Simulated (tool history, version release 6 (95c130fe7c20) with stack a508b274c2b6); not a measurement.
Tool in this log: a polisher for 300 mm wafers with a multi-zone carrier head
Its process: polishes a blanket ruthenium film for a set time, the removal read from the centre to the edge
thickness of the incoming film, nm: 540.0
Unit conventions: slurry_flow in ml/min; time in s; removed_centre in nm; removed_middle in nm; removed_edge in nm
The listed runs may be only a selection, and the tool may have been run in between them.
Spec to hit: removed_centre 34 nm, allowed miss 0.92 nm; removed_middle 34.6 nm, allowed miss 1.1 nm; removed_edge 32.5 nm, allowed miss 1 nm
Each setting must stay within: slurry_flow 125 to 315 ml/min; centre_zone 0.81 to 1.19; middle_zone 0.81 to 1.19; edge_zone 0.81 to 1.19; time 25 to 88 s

run,day,slurry_flow,centre_zone,middle_zone,edge_zone,time,removed_centre,removed_middle,removed_edge
1,0,205,1,1,1,56,63.923,64.083,63.76
2,0.204,205,1,1,1,69,79.302,79.409,77.356
3,0.329,195,1,1,0.98,65,74.167,73.586,74.8
4,0.396,205,0.99,0.98,1,61,68.408,69.552,69.693
5,0.704,205,0.99,0.98,0.96,61,69.514,70.774,69.148
6,0.896,195,0.99,1,0.98,57,65.054,64.787,63.79
7,0.933,190,0.97,0.99,0.96,54,59.969,61.607,60.788
8,1.25,135,0.99,0.91,0.86,38,40.856,38.752,38.296
9,1.454,135,0.99,0.91,0.86,37,39.857,38.238,37.018
10,1.817,155,0.93,0.92,0.83,29,29.641,30.698,29.725
11,2.175,155,0.94,0.93,0.84,29,30.168,30.979,29.564
12,2.458,155,0.95,0.94,0.85,29,30.074,30.837,30.229
13,2.496,210,1.01,1.01,0.84,30,34.809,35.351,31.953

4 candidate next runs follow, results not yet known. Just one meets every target within its allowed miss. Identify it.
A,2.533,180,1,1,0.88,32,?,?,?
B,2.533,140,1.05,0.99,0.81,32,?,?,?
C,2.533,195,1.11,1,0.85,29,?,?,?
D,2.533,165,1.02,1.05,0.94,30,?,?,?

move,removed_centre,removed_middle,removed_edge
A,36.408,35.919,34.069
B,36.83,34.508,32.052
C,37.052,32.851,30.613
D,34.4,34.391,32.643
A: its largest miss is bigger than the last run's
B: its largest miss is bigger than the last run's
C: its largest miss is bigger than the last run's
D: meets every target
So the answer is move D, the one that meets all the targets.
